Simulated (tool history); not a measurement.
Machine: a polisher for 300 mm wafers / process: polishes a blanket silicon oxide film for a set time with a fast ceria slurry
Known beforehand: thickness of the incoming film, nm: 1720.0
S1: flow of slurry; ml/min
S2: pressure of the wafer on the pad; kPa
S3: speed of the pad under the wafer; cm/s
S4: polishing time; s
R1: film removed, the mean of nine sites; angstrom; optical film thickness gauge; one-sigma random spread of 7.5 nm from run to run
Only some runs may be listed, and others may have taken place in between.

run 1 hour=0 | S1=260 S2=12.4 S3=78 S4=95 | R1=9002.1
run 2 hour=5.8 | S1=260 S2=14.5 S3=78 S4=95 | R1=10115
run 3 hour=9.7 | S1=260 S2=13.8 S3=78 S4=95 | R1=9770.3
run 4 hour=10.5 | S1=260 S2=13.8 S3=86 S4=95 | R1=10415
run 5 hour=11.3 | S1=260 S2=13.1 S3=86 S4=95 | R1=9959.7
run 6 hour=16.6 | S1=225 S2=13.1 S3=86 S4=95 | R1=9956.8
run 7 hour=19 | S1=225 S2=12.4 S3=86 S4=95 | R1=9449
run 8 hour=19.7 | S1=225 S2=11.7 S3=86 S4=95 | R1=9065.2
run 9 hour=24.8 | S1=225 S2=11 S3=86 S4=95 | R1=8574.4

For run 10, what comes out?
run 10 hour=29.5 | S1=225 S2=9.7 S3=86 S4=95 | R1=?

For run 10 the tool returned R1 7777.5 angstrom.
